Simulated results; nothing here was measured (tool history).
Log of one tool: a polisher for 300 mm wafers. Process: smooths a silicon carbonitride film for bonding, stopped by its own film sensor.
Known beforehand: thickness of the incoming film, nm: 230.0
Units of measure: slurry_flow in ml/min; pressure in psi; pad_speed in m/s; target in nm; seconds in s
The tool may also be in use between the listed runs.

run,hour,slurry_flow,pressure,pad_speed,slurry_solids,target,seconds
1,0.0,170,1.9,0.88,1.0,212,87.999
2,5.2,170,2.0,0.88,1.0,212,84.426
3,8.6,170,2.1,0.88,1.0,212,80.761
4,13.5,170,1.7,0.88,1.0,212,99.776
5,16.2,170,1.3,0.88,1.0,212,132.430
6,23.9,170,1.4,0.88,1.0,212,118.650
7,32.2,170,1.5,0.88,1.0,212,112.890
8,38.6,170,2.1,0.98,1.0,212,78.299

For run 9, what comes out?
9,43.4,170,2.4,1.00,1.0,212,?

seconds: 64.096 s

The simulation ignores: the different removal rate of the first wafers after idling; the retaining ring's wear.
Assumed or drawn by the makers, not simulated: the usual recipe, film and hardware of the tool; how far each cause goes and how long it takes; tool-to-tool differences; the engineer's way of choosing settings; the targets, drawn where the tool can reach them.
